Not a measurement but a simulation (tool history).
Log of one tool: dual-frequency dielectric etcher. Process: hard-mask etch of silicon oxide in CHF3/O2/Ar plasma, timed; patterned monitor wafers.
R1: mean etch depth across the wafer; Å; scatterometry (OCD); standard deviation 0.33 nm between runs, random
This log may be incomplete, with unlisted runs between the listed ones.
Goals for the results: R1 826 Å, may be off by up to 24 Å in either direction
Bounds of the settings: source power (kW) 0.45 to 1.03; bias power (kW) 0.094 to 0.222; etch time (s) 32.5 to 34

{"run": 1, "hour": 0.0, "source power (kW)": 0.74, "bias power (kW)": 0.158, "etch time (s)": 32.5, "R1": 704.03}
{"run": 2, "hour": 1.3, "source power (kW)": 0.69, "bias power (kW)": 0.158, "etch time (s)": 32.5, "R1": 687.54}
{"run": 3, "hour": 2.6, "source power (kW)": 0.69, "bias power (kW)": 0.147, "etch time (s)": 32.5, "R1": 682.67}
{"run": 4, "hour": 6.9, "source power (kW)": 0.63, "bias power (kW)": 0.147, "etch time (s)": 32.5, "R1": 660.24}
{"run": 5, "hour": 13.0, "source power (kW)": 0.63, "bias power (kW)": 0.164, "etch time (s)": 32.5, "R1": 680.52}
{"run": 6, "hour": 13.6, "source power (kW)": 0.52, "bias power (kW)": 0.164, "etch time (s)": 32.5, "R1": 642.34}
{"run": 7, "hour": 17.3, "source power (kW)": 0.52, "bias power (kW)": 0.164, "etch time (s)": 32.5, "R1": 640.86}
{"run": 8, "hour": 25.6, "source power (kW)": 0.57, "bias power (kW)": 0.17, "etch time (s)": 32.5, "R1": 664.93}
{"run": 9, "hour": 29.0, "source power (kW)": 0.61, "bias power (kW)": 0.176, "etch time (s)": 32.5, "R1": 689.07}
{"run": 10, "hour": 31.3, "source power (kW)": 0.65, "bias power (kW)": 0.18, "etch time (s)": 32.5, "R1": 704.6}
{"run": 11, "hour": 38.5, "source power (kW)": 0.68, "bias power (kW)": 0.184, "etch time (s)": 32.5, "R1": 715.05}
{"run": 12, "hour": 39.7, "source power (kW)": 0.71, "bias power (kW)": 0.188, "etch time (s)": 32.5, "R1": 727.54}
{"run": 13, "hour": 45.0, "source power (kW)": 0.74, "bias power (kW)": 0.192, "etch time (s)": 32.5, "R1": 748.49}
{"run": 14, "hour": 49.7, "source power (kW)": 0.74, "bias power (kW)": 0.192, "etch time (s)": 32.5, "R1": 744.63}
{"run": 15, "hour": 51.1, "source power (kW)": 0.76, "bias power (kW)": 0.195, "etch time (s)": 32.5, "R1": 753.92}

Exercise: of the 4 proposed moves below, exactly one satisfies all targets within the stated allowed misses. Which move is it?
{"run": "A", "hour": 52.5, "source power (kW)": 0.79, "bias power (kW)": 0.203, "etch time (s)": 32.5, "R1": "?"}
{"run": "B", "hour": 52.5, "source power (kW)": 0.73, "bias power (kW)": 0.195, "etch time (s)": 33.5, "R1": "?"}
{"run": "C", "hour": 52.5, "source power (kW)": 0.55, "bias power (kW)": 0.183, "etch time (s)": 33, "R1": "?"}
{"run": "D", "hour": 52.5, "source power (kW)": 0.92, "bias power (kW)": 0.221, "etch time (s)": 32.5, "R1": "?"}

move=A R1=771.28
move=B R1=766.61
move=C R1=680.67
move=D R1=830.13
A: closer than the last run, but not yet in spec
B: closer than the last run, but not yet in spec
C: further off than the last run
D: in spec on every target
Move D is the one to make.
